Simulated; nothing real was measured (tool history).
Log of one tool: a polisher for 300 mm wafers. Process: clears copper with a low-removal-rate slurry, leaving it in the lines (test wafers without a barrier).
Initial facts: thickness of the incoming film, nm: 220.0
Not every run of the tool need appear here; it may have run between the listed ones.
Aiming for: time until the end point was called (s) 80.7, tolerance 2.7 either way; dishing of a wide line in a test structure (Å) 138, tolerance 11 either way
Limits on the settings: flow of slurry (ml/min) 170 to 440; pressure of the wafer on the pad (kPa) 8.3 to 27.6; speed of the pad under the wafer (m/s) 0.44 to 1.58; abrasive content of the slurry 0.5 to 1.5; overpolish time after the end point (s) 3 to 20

run,hour,flow of slurry (ml/min),pressure of the wafer on the pad (kPa),speed of the pad under the wafer (m/s),abrasive content of the slurry,overpolish time after the end point (s),time until the end point was called (s),dishing of a wide line in a test structure (Å)
1,0,280,17.9,1,1,10,65.966,218.66
2,5,245,17.9,1,1,10,69.51,210.7
3,6.1,245,21.4,1,1,10,56.763,256.02
4,13.4,240,20,1,1,9,61.879,221.38
5,19.5,240,20,1,0.85,9,63.895,212.19
6,21.5,240,20,1,0.7,9,66.918,197.65
7,28,240,20,1,0.7,9,68.722,201.12
8,34,240,19.3,1,0.7,8,69.355,174.66
9,36.9,240,15.9,1,0.7,7,84.421,133.53
10,41.1,245,15.9,1,0.7,7,84.091,132.34
11,42.4,250,15.9,1,0.7,7,83.637,135.6
12,48.3,255,15.9,1,0.7,7,84.555,132.98

Exercise: of the 5 proposed moves below, exactly one satisfies all targets within the stated allowed misses. Which move is it?
A,54.2,345,13.8,1.06,0.75,8,?,?
B,54.2,240,14.5,1,0.7,7,?,?
C,54.2,230,17.9,0.84,0.7,7,?,?
D,54.2,295,15.2,1,0.65,8,?,?
E,54.2,170,20.7,0.76,1.1,7,?,?

move,time until the end point was called (s),dishing of a wide line in a test structure (Å)
A,87.303,150.35
B,92.99,126.15
C,90.028,130.34
D,88.458,148.89
E,81.204,143.38
A: its largest miss is bigger than the last run's
B: its largest miss is bigger than the last run's
C: its largest miss is bigger than the last run's
D: its largest miss is bigger than the last run's
E: hits every target within its allowed miss
E meets every target.
